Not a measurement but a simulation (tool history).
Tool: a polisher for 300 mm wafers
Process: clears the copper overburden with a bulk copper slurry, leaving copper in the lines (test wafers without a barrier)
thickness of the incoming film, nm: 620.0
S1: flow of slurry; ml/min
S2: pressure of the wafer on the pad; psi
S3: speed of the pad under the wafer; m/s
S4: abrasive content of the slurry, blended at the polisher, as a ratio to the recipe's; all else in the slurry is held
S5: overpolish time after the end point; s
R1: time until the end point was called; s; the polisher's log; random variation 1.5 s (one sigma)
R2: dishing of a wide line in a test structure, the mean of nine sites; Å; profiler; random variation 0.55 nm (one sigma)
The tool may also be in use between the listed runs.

run	hour	S1	S2	S3	S4	S5	R1	R2
1	0.0	160	1.9	0.94	1.0	15	121.65	453.85
2	6.9	160	1.9	0.94	0.8	15	131.08	419.41
3	13.3	160	1.9	0.94	0.6	15	138.91	403.31
4	22.0	160	1.9	0.94	0.6	14	138.47	379.37
5	23.5	160	1.9	0.94	0.6	13	139.26	372.96
6	28.0	160	1.9	0.94	0.6	12	138.43	361.17
7	34.1	160	1.9	0.94	0.6	11	139.10	320.86
8	40.2	160	1.9	0.94	0.6	11	137.46	322.35
9	46.7	160	1.9	0.94	0.6	11	140.60	307.67
10	53.4	155	1.8	0.94	0.6	9	142.10	268.02

Forecast run 11:
# hour 60.5: slurry blender recalibrated
11	60.5	155	1.7	0.94	0.6	8	?	?

{"run 11": {"R1": 142.18, "R2": 246.7}}

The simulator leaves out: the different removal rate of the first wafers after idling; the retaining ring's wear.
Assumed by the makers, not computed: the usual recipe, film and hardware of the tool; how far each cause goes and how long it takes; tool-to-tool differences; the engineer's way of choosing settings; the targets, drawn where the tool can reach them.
